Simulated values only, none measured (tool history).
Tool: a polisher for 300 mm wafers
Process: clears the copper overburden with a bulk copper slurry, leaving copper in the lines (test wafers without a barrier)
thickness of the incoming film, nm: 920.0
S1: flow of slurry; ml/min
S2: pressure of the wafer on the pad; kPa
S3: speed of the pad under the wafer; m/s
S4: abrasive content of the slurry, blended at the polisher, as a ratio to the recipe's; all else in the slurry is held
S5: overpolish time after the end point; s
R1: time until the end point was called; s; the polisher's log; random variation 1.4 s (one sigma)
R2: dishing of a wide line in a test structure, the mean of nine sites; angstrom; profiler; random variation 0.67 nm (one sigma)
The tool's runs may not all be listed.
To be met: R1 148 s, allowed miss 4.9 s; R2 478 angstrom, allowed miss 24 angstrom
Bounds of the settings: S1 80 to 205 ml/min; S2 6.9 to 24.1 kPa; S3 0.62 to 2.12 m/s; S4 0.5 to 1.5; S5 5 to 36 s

run  hour   S1    S2    S3  S4  S5      R1      R2
  1     0  135  15.2  1.36   1  18  112.67  813.41
  2   7.4  135  14.5  1.36   1  16   116.3  727.57
  3    11  135  13.8  1.36   1  15  123.09  679.92
  4  18.1  135  16.5  1.36   1  15  105.81  752.02
  5  20.1  135  15.2  1.36   1  14  113.71  683.02
  6  20.9  135  17.2  1.36   1  14  102.35  749.51
  7  29.3  135  15.9  1.36   1  13  110.32  675.71
  8  34.7  135  15.2  1.36   1  12     113  596.05
  9    37  130  14.5  1.36   1  12   120.1  579.23
 10  44.7  125  13.8  1.36   1  12  126.28  557.76
 11  49.2  110    11  1.36   1  11  148.18  443.45

4 next moves are on the table. One of them brings every result within its allowed miss. Which?
  A  53.7  115    11  1.24  0.95  15   ?   ?
  B  53.7  110    11  1.24     1  16   ?   ?
  C  53.7  110  12.4  1.28  0.85  12   ?   ?
  D  53.7   95  12.4  1.18   0.8  13   ?   ?

move      R1      R2
   A  158.77  520.18
   B  158.61  546.37
   C  145.18  473.58
   D  159.97  467.23
A: takes the result that was furthest off past its target
B: takes the result that was furthest off past its target
C: meets every target
D: brings the result that was furthest off to its target, and leaves another outside
The right move is C.
